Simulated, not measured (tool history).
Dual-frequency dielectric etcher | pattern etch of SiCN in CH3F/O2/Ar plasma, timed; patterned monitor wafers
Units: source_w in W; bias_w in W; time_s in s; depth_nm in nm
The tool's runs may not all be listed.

run  hour  source_w  bias_w  time_s  depth_nm
  1   0.0       410      90    51.5    19.519
  2   8.4       380      87    51.5    18.902
  3  12.4       320      87    51.5    18.063
  4  16.6       390      87    51.5    19.020
  5  24.9       390      87    53.5    19.885
  6  30.0       370      82    53.0    18.973
  7  37.0       360      78    53.0    18.303

The next listed run, before its measurement:
  8  43.5       350      76    53.0         ?

{"run 8": {"depth_nm": 18.051}}
